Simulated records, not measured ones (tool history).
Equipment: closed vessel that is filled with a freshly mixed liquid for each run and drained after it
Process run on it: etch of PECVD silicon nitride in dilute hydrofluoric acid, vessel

run    day  temperature setpoint of the liquid (C)  parts of water to one part of 49 % hydrofluoric acid (parts by volume)  time in the liquid (s)  thickness taken off the PECVD silicon nitride on a monitor wafer (angstrom)
  1      0                                      23                                                                      80                     110                                                                       50.749
  2  0.125                                      23                                                                      70                     110                                                                       58.162
  3  0.392                                      23                                                                      70                      45                                                                       24.043
  4  0.712                                    25.5                                                                      70                      45                                                                       28.537
  5  0.762                                    25.5                                                                      70                      45                                                                        28.54
  6  0.933                                    25.5                                                                      70                     110                                                                       69.603
     1.204  -- hydrofluoric acid flow meter replaced
  7  1.204                                      24                                                                      70                     110                                                                       70.123
  8  1.229                                      23                                                                      80                     110                                                                       57.445
  9  1.417                                      22                                                                      60                     110                                                                       71.595
 10  1.562                                    24.5                                                                      70                     110                                                                       71.524
 11  1.771                                    20.5                                                                      85                     110                                                                       45.477
 12  1.833                                      20                                                                      85                     110                                                                       43.977

For run 13, what comes out?
 13  2.079                                    19.5                                                                      85                     110                                                                            ?

thickness taken off the PECVD silicon nitride on a monitor wafer (angstrom): 42.572

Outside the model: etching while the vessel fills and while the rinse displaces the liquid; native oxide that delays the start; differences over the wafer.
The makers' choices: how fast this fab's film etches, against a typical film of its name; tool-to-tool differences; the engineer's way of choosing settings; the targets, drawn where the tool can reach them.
